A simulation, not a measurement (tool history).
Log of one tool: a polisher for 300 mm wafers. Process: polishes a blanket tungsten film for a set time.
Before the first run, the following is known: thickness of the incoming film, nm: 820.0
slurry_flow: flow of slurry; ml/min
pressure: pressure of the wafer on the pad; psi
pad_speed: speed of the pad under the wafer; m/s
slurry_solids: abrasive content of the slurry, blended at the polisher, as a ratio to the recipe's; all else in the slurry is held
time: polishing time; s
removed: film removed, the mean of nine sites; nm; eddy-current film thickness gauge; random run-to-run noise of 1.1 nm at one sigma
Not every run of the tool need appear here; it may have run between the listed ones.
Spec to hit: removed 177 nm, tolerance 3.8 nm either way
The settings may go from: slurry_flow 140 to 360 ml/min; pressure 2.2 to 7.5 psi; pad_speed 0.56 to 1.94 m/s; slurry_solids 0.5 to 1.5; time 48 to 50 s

{"run": 1, "hour": 0.0, "slurry_flow": 230, "pressure": 4.8, "pad_speed": 1.24, "slurry_solids": 1, "time": 48, "removed": 385.95}
{"run": 2, "hour": 1.4, "slurry_flow": 230, "pressure": 4.8, "pad_speed": 1.24, "slurry_solids": 1, "time": 50, "removed": 403.98}
{"run": 3, "hour": 4.7, "slurry_flow": 225, "pressure": 4.4, "pad_speed": 1.18, "slurry_solids": 1, "time": 50, "removed": 353.57}
{"run": 4, "hour": 6.4, "slurry_flow": 220, "pressure": 4.1, "pad_speed": 1.14, "slurry_solids": 1, "time": 50, "removed": 319}
{"run": 5, "hour": 8.0, "slurry_flow": 215, "pressure": 3.8, "pad_speed": 1.1, "slurry_solids": 1, "time": 50, "removed": 288.19}
{"run": 6, "hour": 15.3, "slurry_flow": 210, "pressure": 3.5, "pad_speed": 1.08, "slurry_solids": 1, "time": 50, "removed": 263.3}
{"run": 7, "hour": 17.6, "slurry_flow": 205, "pressure": 3.3, "pad_speed": 1.06, "slurry_solids": 1, "time": 50, "removed": 245.28}
{"run": 8, "hour": 21.3, "slurry_flow": 200, "pressure": 3.1, "pad_speed": 1.06, "slurry_solids": 1, "time": 50, "removed": 231.76}
{"run": 9, "hour": 22.7, "slurry_flow": 195, "pressure": 3, "pad_speed": 1.06, "slurry_solids": 1, "time": 50, "removed": 223.94}
{"run": 10, "hour": 28.0, "slurry_flow": 190, "pressure": 2.9, "pad_speed": 1.06, "slurry_solids": 1, "time": 50, "removed": 216.67}
{"run": 11, "hour": 34.4, "slurry_flow": 165, "pressure": 2.2, "pad_speed": 1, "slurry_solids": 1, "time": 50, "removed": 160.29}
{"run": 12, "hour": 41.7, "slurry_flow": 165, "pressure": 2.2, "pad_speed": 1, "slurry_solids": 1, "time": 50, "removed": 160.32}
{"run": 13, "hour": 42.5, "slurry_flow": 170, "pressure": 2.2, "pad_speed": 1, "slurry_solids": 1, "time": 50, "removed": 163.28}
{"run": 14, "hour": 45.1, "slurry_flow": 175, "pressure": 2.2, "pad_speed": 1, "slurry_solids": 1, "time": 50, "removed": 160.96}
{"run": 15, "hour": 48.9, "slurry_flow": 185, "pressure": 2.2, "pad_speed": 1, "slurry_solids": 1, "time": 50, "removed": 162.53}
{"run": 16, "hour": 56.1, "slurry_flow": 250, "pressure": 2.5, "pad_speed": 1, "slurry_solids": 1, "time": 50, "removed": 183.93}

Exercise: of the 5 proposed moves below, exactly one satisfies all targets within the stated allowed misses. Which move is it?
{"run": "A", "hour": 63.3, "slurry_flow": 220, "pressure": 2.3, "pad_speed": 1.06, "slurry_solids": 0.95, "time": 48, "removed": "?"}
{"run": "B", "hour": 63.3, "slurry_flow": 310, "pressure": 2.7, "pad_speed": 0.98, "slurry_solids": 1, "time": 48, "removed": "?"}
{"run": "C", "hour": 63.3, "slurry_flow": 255, "pressure": 2.4, "pad_speed": 1.02, "slurry_solids": 1.2, "time": 50, "removed": "?"}
{"run": "D", "hour": 63.3, "slurry_flow": 195, "pressure": 2.5, "pad_speed": 0.94, "slurry_solids": 1.1, "time": 50, "removed": "?"}
{"run": "E", "hour": 63.3, "slurry_flow": 285, "pressure": 2.5, "pad_speed": 1.02, "slurry_solids": 1, "time": 50, "removed": "?"}

move=A removed=168.12
move=B removed=186.42
move=C removed=190.73
move=D removed=173.93
move=E removed=187.8
A: takes the result that was furthest off past its target
B: moves away from the targets compared with the last run
C: moves away from the targets compared with the last run
D: in spec on every target
E: moves away from the targets compared with the last run
D meets every target.

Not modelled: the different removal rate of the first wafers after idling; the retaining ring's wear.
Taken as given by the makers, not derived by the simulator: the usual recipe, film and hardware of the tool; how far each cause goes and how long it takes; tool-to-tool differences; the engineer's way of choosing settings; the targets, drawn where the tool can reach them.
